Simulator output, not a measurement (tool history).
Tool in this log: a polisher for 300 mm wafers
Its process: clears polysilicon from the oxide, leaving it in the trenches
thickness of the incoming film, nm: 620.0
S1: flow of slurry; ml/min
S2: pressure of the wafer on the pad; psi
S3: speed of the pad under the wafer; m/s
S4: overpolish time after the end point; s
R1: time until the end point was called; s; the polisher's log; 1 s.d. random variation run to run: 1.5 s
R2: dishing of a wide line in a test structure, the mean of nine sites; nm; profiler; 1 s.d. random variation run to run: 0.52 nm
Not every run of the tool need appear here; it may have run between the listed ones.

run,hour,S1,S2,S3,S4,R1,R2
1,0.0,175,1.8,1.24,27,60.921,35.383
2,3.6,175,1.6,1.22,21,66.369,35.255
3,11.0,175,1.4,1.20,17,73.069,34.484
4,14.3,175,1.4,0.96,17,86.820,33.581
5,17.3,175,1.4,1.18,17,76.444,34.943
6,20.2,180,1.5,0.98,14,82.047,34.575
7,22.9,155,1.4,1.08,27,84.006,35.086
8,29.2,195,1.5,0.94,21,81.499,34.746
9,37.9,165,1.7,0.86,17,76.905,34.203
10,43.1,145,1.7,0.76,14,87.309,31.917
11,45.5,130,1.8,0.70,12,86.528,31.685

What will run 12 give?
12,46.6,120,1.9,0.66,11,?,?

{"run 12": {"R1": 88.181, "R2": 30.582}}
